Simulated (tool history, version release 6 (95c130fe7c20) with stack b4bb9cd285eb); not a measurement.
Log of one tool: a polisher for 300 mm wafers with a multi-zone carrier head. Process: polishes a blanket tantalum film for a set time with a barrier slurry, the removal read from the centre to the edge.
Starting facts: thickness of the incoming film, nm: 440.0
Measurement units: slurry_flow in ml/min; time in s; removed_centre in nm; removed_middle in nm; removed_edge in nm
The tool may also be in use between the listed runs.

run	hour	slurry_flow	centre_zone	middle_zone	edge_zone	slurry_solids	time	removed_centre	removed_middle	removed_edge
1	0	250	1	1	1	1	36	43.539	42.559	42.919
2	6	285	1	1	1	1	36	44.371	43.908	43.21
3	7.8	290	1.03	1	1.02	1.1	37	48.968	47.228	46.476
4	16.7	290	1.03	1	1.05	1.1	37	48.678	47.269	48.034
5	23.8	290	1.03	1	1.05	0.95	37	45.662	44.351	45.676
6	25.6	290	1.03	1	1.05	0.95	28	35.155	33.343	33.693
7	26.2	295	1.06	0.99	1.06	1.05	30	40.154	37.3	37.617
8	29.5	300	1.08	0.98	1.07	1.1	31	43.068	38.112	40.026

Run 9 has not been measured yet. What should we expect?
9	38.3	305	1.1	0.98	1.07	1.15	32	?	?	?

removed_centre: 45.669 nm
removed_middle: 40.028 nm
removed_edge: 43.434 nm

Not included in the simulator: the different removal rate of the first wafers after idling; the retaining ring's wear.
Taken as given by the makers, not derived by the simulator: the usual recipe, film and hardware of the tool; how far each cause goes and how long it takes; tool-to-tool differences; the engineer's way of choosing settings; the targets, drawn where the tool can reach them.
